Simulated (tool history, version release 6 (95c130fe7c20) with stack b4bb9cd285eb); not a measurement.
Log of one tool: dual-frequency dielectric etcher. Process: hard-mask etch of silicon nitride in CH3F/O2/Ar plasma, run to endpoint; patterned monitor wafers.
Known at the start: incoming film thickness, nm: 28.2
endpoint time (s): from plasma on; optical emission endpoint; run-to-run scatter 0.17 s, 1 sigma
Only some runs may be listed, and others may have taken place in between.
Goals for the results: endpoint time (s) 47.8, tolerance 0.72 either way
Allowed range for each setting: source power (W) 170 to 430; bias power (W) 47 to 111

| run | day | source power (W) | bias power (W) | endpoint time (s) |
|---|---|---|---|---|
| 1 | 0 | 300 | 79 | 41.069 |
| 2 | 0.171 | 270 | 78 | 42.288 |
| 3 | 0.408 | 270 | 68 | 45.088 |
| 4 | 0.733 | 270 | 80 | 41.943 |
| 5 | 1.108 | 270 | 91 | 39.479 |
| 6 | 1.288 | 270 | 84 | 41.173 |
| 7 | 1.321 | 250 | 82 | 42.292 |
| 8 | 1.35 | 230 | 80 | 43.931 |
| 9 | 1.533 | 220 | 79 | 44.337 |
| 10 | 1.888 | 210 | 78 | 45.471 |
| 11 | 2.146 | 200 | 78 | 45.811 |
| 12 | 2.238 | 190 | 77 | 46.513 |

Consider the 5 candidate settings below. Which is the only one whose results all fall within their allowed miss of target?
| A | 2.329 | 190 | 83 | ? |
| B | 2.329 | 220 | 77 | ? |
| C | 2.329 | 180 | 84 | ? |
| D | 2.329 | 170 | 82 | ? |
| E | 2.329 | 240 | 65 | ? |

| move | endpoint time (s) |
|---|---|
| A | 44.501 |
| B | 44.631 |
| C | 44.768 |
| D | 45.852 |
| E | 47.474 |
A: moves away from the targets compared with the last run
B: moves away from the targets compared with the last run
C: moves away from the targets compared with the last run
D: moves away from the targets compared with the last run
E: meets every target
The move that meets every target is E.
